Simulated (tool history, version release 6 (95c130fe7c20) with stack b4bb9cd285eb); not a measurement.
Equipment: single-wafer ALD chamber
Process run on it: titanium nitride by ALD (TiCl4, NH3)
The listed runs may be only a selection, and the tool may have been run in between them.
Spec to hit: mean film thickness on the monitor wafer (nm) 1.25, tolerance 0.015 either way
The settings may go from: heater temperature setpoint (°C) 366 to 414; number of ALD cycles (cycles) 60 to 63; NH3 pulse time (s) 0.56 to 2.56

run,hour,heater temperature setpoint (°C),number of ALD cycles (cycles),NH3 pulse time (s),mean film thickness on the monitor wafer (nm)
1,0,390,63,1.56,1.3782
2,1.5,386,62,1.33,1.3346
3,9.7,386,62,1.72,1.3586
4,10.8,386,63,1.72,1.3796
5,18.3,381,63,1.72,1.369
6,25.5,378,62,1.56,1.3385
7,34.5,376,62,1.4,1.3194
8,41.3,374,62,1.32,1.3142
9,45.1,373,62,1.24,1.2913
10,54.3,372,62,1.24,1.2975
11,60,371,62,1.21,1.3
12,66.5,370,62,1.17,1.2849

Of the 4 settings listed for the next run, only one would bring every result within its allowed miss of target. Which one?
A,73,370,62,1.09,?
B,73,366,61,0.89,?
C,73,377,62,0.8,?
D,73,369,62,1.28,?

move,mean film thickness on the monitor wafer (nm)
A,1.2775
B,1.211
C,1.2478
D,1.2968
A: better than the last run, though not everything is in spec
B: takes the result that was furthest off past its target
C: every result within its allowed miss
D: further off than the last run
C is the move that brings every result within its allowed miss.
